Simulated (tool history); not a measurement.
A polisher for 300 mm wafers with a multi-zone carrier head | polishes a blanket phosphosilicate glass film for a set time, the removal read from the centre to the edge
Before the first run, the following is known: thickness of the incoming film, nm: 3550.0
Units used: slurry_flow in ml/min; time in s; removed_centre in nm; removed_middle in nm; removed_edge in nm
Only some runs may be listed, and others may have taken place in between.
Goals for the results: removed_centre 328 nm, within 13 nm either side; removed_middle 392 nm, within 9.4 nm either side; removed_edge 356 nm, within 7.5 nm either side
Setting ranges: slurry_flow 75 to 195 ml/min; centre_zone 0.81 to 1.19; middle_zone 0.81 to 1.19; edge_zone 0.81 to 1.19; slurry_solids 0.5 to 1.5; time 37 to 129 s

run 1 hour=0 | slurry_flow=125 centre_zone=1 middle_zone=1 edge_zone=1 slurry_solids=1 time=83 | removed_centre=636.55 removed_middle=667.92 removed_edge=678.6
run 2 hour=5.9 | slurry_flow=120 centre_zone=0.99 middle_zone=1.01 edge_zone=0.97 slurry_solids=0.9 time=78 | removed_centre=571.42 removed_middle=612.59 removed_edge=608.16
run 3 hour=13.6 | slurry_flow=135 centre_zone=0.99 middle_zone=1.01 edge_zone=0.97 slurry_solids=0.9 time=78 | removed_centre=597.17 removed_middle=623.14 removed_edge=618.39
run 4 hour=16.6 | slurry_flow=135 centre_zone=0.99 middle_zone=1.01 edge_zone=0.97 slurry_solids=0.9 time=61 | removed_centre=460.58 removed_middle=493.39 removed_edge=479.21
-- hour=25.2 centre zone pressure recalibrated
run 5 hour=25.2 | slurry_flow=130 centre_zone=0.97 middle_zone=1.01 edge_zone=0.95 slurry_solids=0.85 time=60 | removed_centre=441.46 removed_middle=463.16 removed_edge=459.56
run 6 hour=28.6 | slurry_flow=125 centre_zone=0.95 middle_zone=1.03 edge_zone=0.93 slurry_solids=0.8 time=59 | removed_centre=413.82 removed_middle=450.8 removed_edge=440.81
run 7 hour=37.1 | slurry_flow=120 centre_zone=0.94 middle_zone=1.05 edge_zone=0.91 slurry_solids=0.75 time=58 | removed_centre=390.18 removed_middle=434.3 removed_edge=409.66
run 8 hour=40.4 | slurry_flow=85 centre_zone=0.86 middle_zone=1.05 edge_zone=0.81 slurry_solids=0.7 time=58 | removed_centre=308.79 removed_middle=376.69 removed_edge=363.06
run 9 hour=42.9 | slurry_flow=90 centre_zone=0.87 middle_zone=1.06 edge_zone=0.81 slurry_solids=0.7 time=58 | removed_centre=317.54 removed_middle=389.68 removed_edge=367.06
run 10 hour=48.9 | slurry_flow=90 centre_zone=0.88 middle_zone=1.06 edge_zone=0.81 slurry_solids=0.7 time=58 | removed_centre=319.78 removed_middle=389.92 removed_edge=368.78
run 11 hour=53.4 | slurry_flow=90 centre_zone=0.89 middle_zone=1.07 edge_zone=0.81 slurry_solids=0.7 time=58 | removed_centre=336.44 removed_middle=391.68 removed_edge=363.81
run 12 hour=58.9 | slurry_flow=90 centre_zone=0.88 middle_zone=1.09 edge_zone=0.81 slurry_solids=0.7 time=58 | removed_centre=326.78 removed_middle=396.73 removed_edge=366.25

Consider the 5 candidate settings below. Which is the only one whose results all fall within their allowed miss of target?
run A hour=64.4 | slurry_flow=85 centre_zone=0.99 middle_zone=0.97 edge_zone=0.85 slurry_solids=0.65 time=61 | removed_centre=? removed_middle=? removed_edge=?
run B hour=64.4 | slurry_flow=80 centre_zone=0.9 middle_zone=1.06 edge_zone=0.83 slurry_solids=0.75 time=59 | removed_centre=? removed_middle=? removed_edge=?
run C hour=64.4 | slurry_flow=85 centre_zone=0.92 middle_zone=1.1 edge_zone=0.81 slurry_solids=0.55 time=63 | removed_centre=? removed_middle=? removed_edge=?
run D hour=64.4 | slurry_flow=85 centre_zone=1.02 middle_zone=1.05 edge_zone=0.83 slurry_solids=0.6 time=61 | removed_centre=? removed_middle=? removed_edge=?
run E hour=64.4 | slurry_flow=75 centre_zone=1.02 middle_zone=1.04 edge_zone=0.9 slurry_solids=0.8 time=57 | removed_centre=? removed_middle=? removed_edge=?

move=A removed_centre=366.36 removed_middle=357.9 removed_edge=374.27
move=B removed_centre=331.2 removed_middle=385.53 removed_edge=374.48
move=C removed_centre=328.8 removed_middle=384.61 removed_edge=356.47
move=D removed_centre=365.78 removed_middle=370.51 removed_edge=359.89
move=E removed_centre=359.94 removed_middle=365.04 removed_edge=372.07
A: further off than the last run
B: further off than the last run
C: all results land within tolerance of their targets
D: the worst result of the last run now meets its target, but another is out of spec
E: further off than the last run
C meets every target.
